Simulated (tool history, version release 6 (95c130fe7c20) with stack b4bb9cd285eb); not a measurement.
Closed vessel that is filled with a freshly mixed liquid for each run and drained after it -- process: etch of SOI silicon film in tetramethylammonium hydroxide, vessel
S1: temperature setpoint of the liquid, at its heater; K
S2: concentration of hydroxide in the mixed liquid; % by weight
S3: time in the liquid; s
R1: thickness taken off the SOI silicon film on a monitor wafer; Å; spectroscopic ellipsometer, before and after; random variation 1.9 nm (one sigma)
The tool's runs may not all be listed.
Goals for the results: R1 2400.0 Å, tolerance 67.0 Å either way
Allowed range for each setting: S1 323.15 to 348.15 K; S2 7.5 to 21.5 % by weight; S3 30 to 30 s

| run | day | S1 | S2 | S3 | R1 |
|---|---|---|---|---|---|
| 1 | 0.000 | 335.15 | 14.5 | 30 | 1147.9 |
| 2 | 0.108 | 336.15 | 14.5 | 30 | 1216.4 |
| 3 | 0.333 | 341.65 | 14.5 | 30 | 1695.0 |
| 4 | 0.446 | 342.15 | 14.5 | 30 | 1747.8 |
| 5 | 0.721 | 342.15 | 13.0 | 30 | 1858.2 |
| 6 | 0.788 | 342.15 | 11.0 | 30 | 1963.8 |
| 7 | 1.012 | 342.65 | 11.0 | 30 | 2007.6 |
| 8 | 1.154 | 346.15 | 11.0 | 30 | 2497.3 |

Of the 4 settings listed for the next run, only one would bring every result within its allowed miss of target. Which one?
| A | 1.296 | 347.15 | 11.5 | 30 | ? |
| B | 1.296 | 348.15 | 13.0 | 30 | ? |
| C | 1.296 | 347.15 | 13.5 | 30 | ? |
| D | 1.296 | 346.65 | 11.0 | 30 | ? |

| move | R1 |
|---|---|
| A | 2602.7 |
| B | 2618.3 |
| C | 2429.5 |
| D | 2571.1 |
A: the biggest miss grows against the last run
B: the biggest miss grows against the last run
C: hits every target within its allowed miss
D: the biggest miss grows against the last run
So the answer is move C, the one that meets all the targets.
